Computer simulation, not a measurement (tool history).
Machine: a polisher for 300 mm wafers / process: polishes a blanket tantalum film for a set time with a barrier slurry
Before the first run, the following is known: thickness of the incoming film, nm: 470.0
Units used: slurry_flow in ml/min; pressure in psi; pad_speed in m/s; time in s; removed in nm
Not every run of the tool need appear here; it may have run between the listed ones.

Run 1, hour 0.0: slurry_flow 120 ml/min, pressure 2.1 psi, pad_speed 0.92 m/s, slurry_solids 1.0, time 23 s. Result: removed 30.336 nm.
Run 2, hour 7.4: slurry_flow 120 ml/min, pressure 2.3 psi, pad_speed 0.92 m/s, slurry_solids 1.0, time 23 s. Result: removed 32.158 nm.
Run 3, hour 9.9: slurry_flow 110 ml/min, pressure 2.2 psi, pad_speed 0.92 m/s, slurry_solids 1.0, time 23 s. Result: removed 30.708 nm.
Run 4, hour 12.7: slurry_flow 110 ml/min, pressure 2.2 psi, pad_speed 0.76 m/s, slurry_solids 1.0, time 23 s. Result: removed 25.045 nm.
At hour 14.3: worn pad replaced by a new one.
Run 5, hour 14.3: slurry_flow 110 ml/min, pressure 2.2 psi, pad_speed 0.88 m/s, slurry_solids 1.0, time 23 s. Result: removed 31.504 nm.
Run 6, hour 16.7: slurry_flow 120 ml/min, pressure 2.2 psi, pad_speed 0.88 m/s, slurry_solids 1.0, time 23 s. Result: removed 31.725 nm.

Run 7 is up next; what results do you expect?
Run 7, hour 22.5: slurry_flow 110 ml/min, pressure 2.2 psi, pad_speed 0.88 m/s, slurry_solids 1.0, time 23 s. Result: removed ?.

removed: 30.869 nm
